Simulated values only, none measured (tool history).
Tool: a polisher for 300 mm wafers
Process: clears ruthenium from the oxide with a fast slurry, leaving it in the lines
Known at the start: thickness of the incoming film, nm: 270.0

| run | hour | flow of slurry (ml/min) | pressure of the wafer on the pad (psi) | speed of the pad under the wafer (m/s) | abrasive content of the slurry | overpolish time after the end point (s) | time until the end point was called (s) | dishing of a wide line in a test structure (angstrom) |
|---|---|---|---|---|---|---|---|---|
| 1 | 0.0 | 180 | 3.5 | 1.20 | 1.0 | 12 | 49.510 | 526.59 |
| 2 | 4.8 | 180 | 3.7 | 1.20 | 1.0 | 12 | 46.680 | 575.78 |
| 3 | 7.2 | 145 | 3.7 | 1.20 | 1.0 | 12 | 48.874 | 509.64 |
| 4 | 14.7 | 155 | 3.8 | 1.20 | 1.0 | 12 | 46.334 | 535.03 |
| 5 | 15.4 | 160 | 3.9 | 1.20 | 1.0 | 12 | 45.391 | 572.25 |
| 6 | 23.1 | 160 | 4.4 | 1.20 | 1.0 | 12 | 40.674 | 653.13 |
| 7 | 26.5 | 165 | 4.5 | 1.20 | 1.0 | 11 | 38.698 | 608.56 |

Run 8 comes next. What will it give?
| 8 | 32.4 | 170 | 4.6 | 1.20 | 1.0 | 11 | ? | ? |

{"run 8": {"time until the end point was called (s)": 37.132, "dishing of a wide line in a test structure (angstrom)": 625.63}}
